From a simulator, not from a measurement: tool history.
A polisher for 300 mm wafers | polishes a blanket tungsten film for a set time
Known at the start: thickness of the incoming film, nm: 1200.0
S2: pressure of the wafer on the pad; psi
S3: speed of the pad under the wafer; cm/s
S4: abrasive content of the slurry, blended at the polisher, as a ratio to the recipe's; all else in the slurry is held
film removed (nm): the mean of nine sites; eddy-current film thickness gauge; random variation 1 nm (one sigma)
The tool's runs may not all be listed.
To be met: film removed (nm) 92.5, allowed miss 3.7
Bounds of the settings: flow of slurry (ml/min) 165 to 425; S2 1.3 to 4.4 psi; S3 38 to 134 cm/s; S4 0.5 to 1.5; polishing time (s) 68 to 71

{"run": 1, "hour": 0.0, "flow of slurry (ml/min)": 275, "S2": 2.8, "S3": 86, "S4": 1, "polishing time (s)": 68, "film removed (nm)": 216.12}
{"run": 2, "hour": 6.1, "flow of slurry (ml/min)": 275, "S2": 2.7, "S3": 84, "S4": 1, "polishing time (s)": 68, "film removed (nm)": 200.55}
{"run": 3, "hour": 14.0, "flow of slurry (ml/min)": 275, "S2": 3.1, "S3": 84, "S4": 1, "polishing time (s)": 68, "film removed (nm)": 230.01}
{"run": 4, "hour": 16.8, "flow of slurry (ml/min)": 275, "S2": 3.1, "S3": 84, "S4": 1, "polishing time (s)": 71, "film removed (nm)": 243.67}
{"run": 5, "hour": 24.7, "flow of slurry (ml/min)": 275, "S2": 3.1, "S3": 84, "S4": 0.9, "polishing time (s)": 71, "film removed (nm)": 236.59}
{"run": 6, "hour": 26.0, "flow of slurry (ml/min)": 275, "S2": 3.1, "S3": 84, "S4": 1, "polishing time (s)": 71, "film removed (nm)": 242.94}
{"run": 7, "hour": 29.1, "flow of slurry (ml/min)": 275, "S2": 2.3, "S3": 60, "S4": 0.95, "polishing time (s)": 70, "film removed (nm)": 137.53}
{"run": 8, "hour": 37.7, "flow of slurry (ml/min)": 275, "S2": 2.2, "S3": 60, "S4": 0.95, "polishing time (s)": 70, "film removed (nm)": 131.61}
{"run": 9, "hour": 40.7, "flow of slurry (ml/min)": 275, "S2": 2.1, "S3": 60, "S4": 0.95, "polishing time (s)": 70, "film removed (nm)": 125.74}
{"run": 10, "hour": 44.8, "flow of slurry (ml/min)": 275, "S2": 2, "S3": 60, "S4": 0.95, "polishing time (s)": 70, "film removed (nm)": 120.34}
{"run": 11, "hour": 47.8, "flow of slurry (ml/min)": 275, "S2": 1.9, "S3": 60, "S4": 0.95, "polishing time (s)": 70, "film removed (nm)": 116.5}

5 next moves are on the table. One of them brings every result within its allowed miss. Which?
{"run": "A", "hour": 50.8, "flow of slurry (ml/min)": 325, "S2": 2.6, "S3": 72, "S4": 0.55, "polishing time (s)": 71, "film removed (nm)": "?"}
{"run": "B", "hour": 50.8, "flow of slurry (ml/min)": 285, "S2": 1.9, "S3": 38, "S4": 1.2, "polishing time (s)": 68, "film removed (nm)": "?"}
{"run": "C", "hour": 50.8, "flow of slurry (ml/min)": 280, "S2": 1.8, "S3": 46, "S4": 0.9, "polishing time (s)": 68, "film removed (nm)": "?"}
{"run": "D", "hour": 50.8, "flow of slurry (ml/min)": 165, "S2": 1.8, "S3": 50, "S4": 0.75, "polishing time (s)": 69, "film removed (nm)": "?"}
{"run": "E", "hour": 50.8, "flow of slurry (ml/min)": 265, "S2": 1.8, "S3": 52, "S4": 0.85, "polishing time (s)": 68, "film removed (nm)": "?"}

move=A film_removed_(nm)=157.51
move=B film_removed_(nm)=85.219
move=C film_removed_(nm)=85.322
move=D film_removed_(nm)=82.922
move=E film_removed_(nm)=91.216
A: further off than the last run
B: takes the result that was furthest off past its target
C: takes the result that was furthest off past its target
D: takes the result that was furthest off past its target
E: meets every target
Move E is the one to make.

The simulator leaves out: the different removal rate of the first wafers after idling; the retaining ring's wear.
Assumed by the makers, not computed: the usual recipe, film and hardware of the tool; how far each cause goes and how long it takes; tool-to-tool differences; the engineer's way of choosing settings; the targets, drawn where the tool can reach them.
